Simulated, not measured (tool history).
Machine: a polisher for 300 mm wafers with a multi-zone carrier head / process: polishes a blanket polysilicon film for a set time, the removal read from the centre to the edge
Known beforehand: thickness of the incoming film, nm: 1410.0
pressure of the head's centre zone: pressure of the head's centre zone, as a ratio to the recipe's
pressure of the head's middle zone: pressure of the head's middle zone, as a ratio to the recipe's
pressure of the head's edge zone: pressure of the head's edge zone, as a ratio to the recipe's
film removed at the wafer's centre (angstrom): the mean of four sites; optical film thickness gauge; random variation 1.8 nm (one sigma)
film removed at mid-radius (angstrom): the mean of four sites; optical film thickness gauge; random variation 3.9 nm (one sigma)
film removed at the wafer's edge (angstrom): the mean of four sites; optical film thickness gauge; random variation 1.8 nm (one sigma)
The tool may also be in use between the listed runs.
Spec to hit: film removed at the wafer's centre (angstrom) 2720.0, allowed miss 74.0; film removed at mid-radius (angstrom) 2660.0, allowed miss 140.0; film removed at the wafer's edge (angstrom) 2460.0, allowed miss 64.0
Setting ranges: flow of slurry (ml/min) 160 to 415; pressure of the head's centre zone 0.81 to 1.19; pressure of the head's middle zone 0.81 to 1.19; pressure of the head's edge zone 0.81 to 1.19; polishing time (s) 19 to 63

run,hour,flow of slurry (ml/min),pressure of the head's centre zone,pressure of the head's middle zone,pressure of the head's edge zone,polishing time (s),film removed at the wafer's centre (angstrom),film removed at mid-radius (angstrom),film removed at the wafer's edge (angstrom)
1,0.0,265,1.00,1.00,1.00,41,4124.7,4195.4,3980.8
2,7.1,265,1.00,1.00,1.00,35,3577.3,3497.8,3446.8
3,15.4,265,1.00,1.01,0.96,32,3247.2,3306.4,3099.9
4,19.3,265,0.92,1.01,0.96,32,2967.2,3319.6,3098.9
5,22.3,265,0.94,0.99,0.93,31,2929.9,3145.9,2968.4
6,25.9,265,1.02,0.99,0.93,31,3210.6,3156.9,2947.1
7,33.9,260,1.01,0.97,0.90,30,3042.4,2944.1,2819.2
8,41.3,235,1.01,0.99,0.81,26,2619.9,2587.5,2315.4

Exactly one of the 4 candidate moves below puts every result within its allowed miss. Which one?
A,48.7,335,1.10,1.02,0.81,24,?,?,?
B,48.7,255,1.03,1.00,0.90,26,?,?,?
C,48.7,300,0.91,0.95,0.83,27,?,?,?
D,48.7,270,1.00,0.97,0.81,25,?,?,?

move,film removed at the wafer's centre (angstrom),film removed at mid-radius (angstrom),film removed at the wafer's edge (angstrom)
A,2728.3,2584.9,2219.9
B,2687.1,2681.4,2469.3
C,2517.5,2719.2,2506.8
D,2527.0,2531.9,2276.9
A: further off than the last run
B: in spec on every target
C: meets the target for the result that was furthest off, but another lies outside its allowed miss
D: further off than the last run
The right move is B.

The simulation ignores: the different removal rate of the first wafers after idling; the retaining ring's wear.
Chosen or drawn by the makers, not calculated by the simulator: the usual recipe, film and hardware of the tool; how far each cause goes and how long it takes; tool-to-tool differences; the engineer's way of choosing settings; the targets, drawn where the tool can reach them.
